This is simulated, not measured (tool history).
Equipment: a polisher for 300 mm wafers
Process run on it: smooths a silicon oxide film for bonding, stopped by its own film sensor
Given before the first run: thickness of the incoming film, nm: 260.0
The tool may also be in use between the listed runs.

| run | hour | flow of slurry (ml/min) | pressure of the wafer on the pad (kPa) | speed of the pad under the wafer (m/s) | abrasive content of the slurry | target thickness at which the film sensor stops the polish (nm) | time until the film sensor stopped the polish (s) |
|---|---|---|---|---|---|---|---|
| 1 | 0.0 | 140 | 18.6 | 1.14 | 1.00 | 192 | 68.724 |
| 2 | 1.4 | 140 | 19.3 | 1.14 | 1.00 | 192 | 67.573 |
| 3 | 8.5 | 140 | 19.3 | 1.14 | 1.15 | 192 | 62.752 |
| 4 | 11.3 | 125 | 19.3 | 1.14 | 1.15 | 192 | 63.195 |
| 5 | 12.8 | 125 | 20.0 | 1.14 | 1.15 | 192 | 60.387 |
| 6 | 16.9 | 125 | 20.7 | 1.14 | 1.15 | 192 | 59.989 |
| 7 | 23.9 | 125 | 21.4 | 1.14 | 1.15 | 192 | 56.984 |
| 8 | 28.0 | 125 | 22.1 | 1.14 | 1.15 | 192 | 56.548 |

Run 9 is up next; what results do you expect?
| 9 | 31.0 | 125 | 22.8 | 1.14 | 1.15 | 192 | ? |

{"run 9": {"time until the film sensor stopped the polish (s)": 53.943}}

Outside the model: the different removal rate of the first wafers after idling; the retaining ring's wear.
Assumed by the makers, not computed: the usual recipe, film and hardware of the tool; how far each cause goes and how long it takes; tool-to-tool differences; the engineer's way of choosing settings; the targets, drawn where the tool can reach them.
